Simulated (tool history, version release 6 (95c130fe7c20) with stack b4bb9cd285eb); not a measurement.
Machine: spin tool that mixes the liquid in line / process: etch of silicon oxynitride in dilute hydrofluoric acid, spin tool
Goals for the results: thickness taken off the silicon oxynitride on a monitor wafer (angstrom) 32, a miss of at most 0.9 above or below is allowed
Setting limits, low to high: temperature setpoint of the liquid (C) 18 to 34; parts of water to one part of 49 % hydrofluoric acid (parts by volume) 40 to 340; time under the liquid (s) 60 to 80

run	hour	temperature setpoint of the liquid (C)	parts of water to one part of 49 % hydrofluoric acid (parts by volume)	time under the liquid (s)	thickness taken off the silicon oxynitride on a monitor wafer (angstrom)
1	0	26	190	80	20.998
2	6.9	26	240	80	15.872
3	15	28	240	80	17.273
4	21.7	29.5	220	80	20.391
5	26.5	27	220	80	18.286
6	27.5	27	175	80	23.648
7	30.9	29	175	80	26.121
8	33.5	30.5	175	80	28.013
9	36	30.5	175	80	27.866
10	39.2	31.5	175	80	28.998
11	40.3	32	175	80	29.408
12	41.3	32.5	175	80	30.076
13	42.5	33	175	80	30.791

Below are 4 possible settings for the next run. Only one of them brings all results inside the allowed miss of their targets. Which is it?
A	43.7	31.5	170	80	?
B	43.7	32	175	80	?
C	43.7	34	175	80	?
D	43.7	32.5	180	80	?

move	thickness taken off the silicon oxynitride on a monitor wafer (angstrom)
A	29.988
B	29.603
C	32.151
D	29.239
A: lands further from the targets than the last run did
B: lands further from the targets than the last run did
C: every result within its allowed miss
D: lands further from the targets than the last run did
The right move is C.

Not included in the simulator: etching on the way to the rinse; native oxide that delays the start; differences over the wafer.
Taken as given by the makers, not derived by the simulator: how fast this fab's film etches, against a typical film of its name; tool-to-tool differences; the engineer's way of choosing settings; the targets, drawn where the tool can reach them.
